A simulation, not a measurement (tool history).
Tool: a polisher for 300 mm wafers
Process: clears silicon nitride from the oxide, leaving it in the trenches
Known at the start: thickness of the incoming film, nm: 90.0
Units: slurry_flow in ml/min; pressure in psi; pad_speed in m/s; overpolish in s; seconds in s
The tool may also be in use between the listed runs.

run	hour	slurry_flow	pressure	pad_speed	overpolish	seconds
1	0.0	265	3.2	0.96	37	121.46
2	7.1	265	3.2	0.96	41	121.81
3	15.5	265	2.8	0.92	41	146.12
4	17.9	265	2.5	0.90	41	166.25
5	21.1	265	2.3	0.88	41	184.02
6	27.9	265	2.3	1.10	41	149.36
# hour 35.4: worn pad replaced by a new one
7	35.4	265	2.1	1.04	41	154.08
8	41.8	265	1.9	0.98	41	185.97
9	47.6	265	1.8	0.94	41	198.10
10	50.0	265	1.7	0.90	41	215.62
11	51.6	260	1.4	0.80	41	301.19
12	54.6	275	1.4	0.80	41	293.94

Run 13 comes next. What will it give?
13	60.6	275	1.5	0.80	41	?

seconds: 273.43 s
